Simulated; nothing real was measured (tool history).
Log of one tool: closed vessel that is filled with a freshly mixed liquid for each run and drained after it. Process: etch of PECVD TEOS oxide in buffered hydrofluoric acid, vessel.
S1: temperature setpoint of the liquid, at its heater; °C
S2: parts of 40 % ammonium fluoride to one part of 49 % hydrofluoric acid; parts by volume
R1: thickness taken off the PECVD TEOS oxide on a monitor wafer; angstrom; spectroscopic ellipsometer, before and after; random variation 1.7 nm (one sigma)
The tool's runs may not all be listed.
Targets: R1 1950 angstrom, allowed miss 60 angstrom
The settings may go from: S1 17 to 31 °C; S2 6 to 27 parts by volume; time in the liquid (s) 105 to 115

run 1 hour=0 | S1=23 S2=16.5 time_in_the_liquid_(s)=105 | R1=874.44
run 2 hour=1.8 | S1=23 S2=18.5 time_in_the_liquid_(s)=105 | R1=764.94
run 3 hour=3.1 | S1=23 S2=15.5 time_in_the_liquid_(s)=105 | R1=914.79
run 4 hour=5.8 | S1=25.5 S2=15.5 time_in_the_liquid_(s)=105 | R1=1058
run 5 hour=10.7 | S1=27 S2=15.5 time_in_the_liquid_(s)=105 | R1=1138
run 6 hour=15.2 | S1=28.5 S2=13.5 time_in_the_liquid_(s)=105 | R1=1426.7
run 7 hour=21 | S1=29.5 S2=12.5 time_in_the_liquid_(s)=105 | R1=1611.4
run 8 hour=28.2 | S1=31 S2=10.5 time_in_the_liquid_(s)=105 | R1=2097.4

Which of these 5 next moves meets every target?
run A hour=35.4 | S1=30.5 S2=10.5 time_in_the_liquid_(s)=110 | R1=?
run B hour=35.4 | S1=30 S2=10 time_in_the_liquid_(s)=105 | R1=?
run C hour=35.4 | S1=30.5 S2=11.5 time_in_the_liquid_(s)=110 | R1=?
run D hour=35.4 | S1=31 S2=11 time_in_the_liquid_(s)=110 | R1=?
run E hour=35.4 | S1=26 S2=8.5 time_in_the_liquid_(s)=115 | R1=?

move=A R1=2132.6
move=B R1=2078.8
move=C R1=1951.8
move=D R1=2092.6
move=E R1=2088.4
A: further off than the last run
B: nearer than the last run, and not there yet
C: meets every target
D: as far off as the last run
E: nearer than the last run, and not there yet
The right move is C.
